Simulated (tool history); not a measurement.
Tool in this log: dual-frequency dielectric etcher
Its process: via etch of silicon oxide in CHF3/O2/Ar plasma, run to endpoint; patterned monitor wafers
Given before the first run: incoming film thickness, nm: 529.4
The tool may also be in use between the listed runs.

run,hour,source power (kW),bias power (kW),endpoint time (s)
1,0,0.69,0.168,244.47
2,1,0.71,0.169,240.76
3,2.1,0.77,0.169,232.79
4,10.2,0.78,0.17,230.52
5,18.8,0.78,0.144,238.89
6,24.6,0.8,0.145,236.66
7,32.4,0.82,0.146,233.74
8,38.2,0.83,0.147,233.48

Estimate the outcome of run 9 from the log above:
9,41.8,0.84,0.148,?

Run 9 gave endpoint time (s) 232.58.
